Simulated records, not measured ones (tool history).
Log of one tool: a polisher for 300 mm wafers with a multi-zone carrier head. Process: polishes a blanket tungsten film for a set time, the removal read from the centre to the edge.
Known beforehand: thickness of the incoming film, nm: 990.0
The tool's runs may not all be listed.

| run | hour | flow of slurry (ml/min) | pressure of the head's centre zone | pressure of the head's middle zone | pressure of the head's edge zone | abrasive content of the slurry | polishing time (s) | film removed at the wafer's centre (Å) | film removed at mid-radius (Å) | film removed at the wafer's edge (Å) |
|---|---|---|---|---|---|---|---|---|---|---|
| 1 | 0 | 190 | 1 | 1 | 1 | 1 | 41 | 2273.7 | 2356 | 2326.4 |
| 2 | 4.3 | 190 | 1 | 1 | 1 | 1.15 | 41 | 2345.7 | 2406.3 | 2386.7 |
| 3 | 4.9 | 190 | 1 | 1 | 1 | 1.15 | 37 | 2114.3 | 2189.1 | 2137.2 |
| 4 | 5.6 | 190 | 1 | 0.97 | 1 | 1.15 | 37 | 2124.7 | 2093.7 | 2125.7 |
| 5 | 8.3 | 185 | 1 | 0.94 | 0.99 | 1.1 | 37 | 2103.4 | 2031.8 | 2137.4 |
| 6 | 11.6 | 185 | 1 | 0.94 | 0.92 | 1.1 | 37 | 2073.1 | 2061.9 | 2011.7 |
| 7 | 19 | 180 | 1.01 | 0.91 | 0.93 | 1 | 36 | 1985.6 | 1882.1 | 1914.2 |
| 8 | 26.2 | 175 | 1.02 | 0.89 | 0.94 | 0.95 | 36 | 1962 | 1827.5 | 1910.6 |
| 9 | 31.3 | 170 | 1.03 | 0.87 | 0.95 | 0.9 | 36 | 1934.8 | 1756.3 | 1877.2 |

Estimate the outcome of run 10 from the log above:
| 10 | 36.8 | 165 | 1.04 | 0.86 | 0.96 | 0.85 | 36 | ? | ? | ? |

Run 10 measured film removed at the wafer's centre (Å) 1963.6, film removed at mid-radius (Å) 1759.5, film removed at the wafer's edge (Å) 1888.9.

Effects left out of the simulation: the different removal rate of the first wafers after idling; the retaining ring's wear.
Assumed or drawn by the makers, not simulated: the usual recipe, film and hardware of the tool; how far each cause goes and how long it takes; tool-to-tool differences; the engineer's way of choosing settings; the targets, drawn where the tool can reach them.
